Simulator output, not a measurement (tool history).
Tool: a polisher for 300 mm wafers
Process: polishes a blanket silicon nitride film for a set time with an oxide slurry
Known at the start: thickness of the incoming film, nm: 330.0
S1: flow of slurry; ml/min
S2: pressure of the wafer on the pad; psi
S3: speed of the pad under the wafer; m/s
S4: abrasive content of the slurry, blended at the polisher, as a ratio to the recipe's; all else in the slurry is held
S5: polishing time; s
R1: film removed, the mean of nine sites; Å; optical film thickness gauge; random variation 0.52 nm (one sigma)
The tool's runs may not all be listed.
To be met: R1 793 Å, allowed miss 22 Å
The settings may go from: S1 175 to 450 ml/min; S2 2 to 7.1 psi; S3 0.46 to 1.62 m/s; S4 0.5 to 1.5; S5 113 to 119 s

run,day,S1,S2,S3,S4,S5,R1
1,0,290,4.5,1.04,1,113,900.09
2,0.279,345,4.5,1.04,1,113,914.87
3,0.562,345,4.4,1.04,1,113,897.49
4,0.938,345,4.4,1.04,1.15,113,964.05
5,1.05,345,4.3,1.04,1.15,113,937.81
6,1.379,310,4.3,1.04,1.15,113,930.1
7,1.429,310,4.2,1.04,1.15,113,907.45
8,1.533,310,4.1,1.04,1.15,113,901.87
9,1.562,310,4.1,1.04,1.15,113,890.94
10,1.65,310,4.1,1.04,1.15,113,891.93
11,1.879,310,4,1.04,1.15,113,881.57
12,1.954,310,3.9,1.04,1.15,113,838.76
13,2.25,310,3.8,1.04,1.15,113,831.6
14,2.371,305,3.5,1.04,1.15,113,765.99

Which of these 5 next moves meets every target?
A,2.492,285,4.1,0.92,1.05,116,?
B,2.492,345,3.5,1.36,0.95,113,?
C,2.492,240,4,1.06,1,119,?
D,2.492,275,3.7,1.28,0.95,113,?
E,2.492,365,3.6,1.1,1.1,119,?

move,R1
A,791.01
B,873.32
C,848.59
D,859.09
E,863.98
A: meets every target
B: takes the result that was furthest off past its target
C: takes the result that was furthest off past its target
D: takes the result that was furthest off past its target
E: takes the result that was furthest off past its target
Answer: A
